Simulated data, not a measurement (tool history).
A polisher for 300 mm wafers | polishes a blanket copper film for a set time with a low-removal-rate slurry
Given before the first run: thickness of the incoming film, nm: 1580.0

run	day	flow of slurry (ml/min)	pressure of the wafer on the pad (kPa)	speed of the pad under the wafer (cm/s)	abrasive content of the slurry	polishing time (s)	film removed (Å)
1	0.000	200	14.5	108	1.0	28	535.07
2	0.188	200	14.5	108	1.0	25	483.94
3	0.525	200	14.5	108	0.9	25	474.62
4	0.650	245	14.5	108	0.9	25	485.53
5	0.758	200	14.5	108	0.9	25	471.69
6	0.812	150	14.5	108	0.9	25	458.05
7	1.017	145	13.8	108	0.9	25	428.72
8	1.038	135	13.8	108	0.9	25	423.72

Run 9 has not been measured yet. What should we expect?
9	1.171	130	13.8	108	0.9	25	?

Run 9 produced film removed (Å) 423.77.
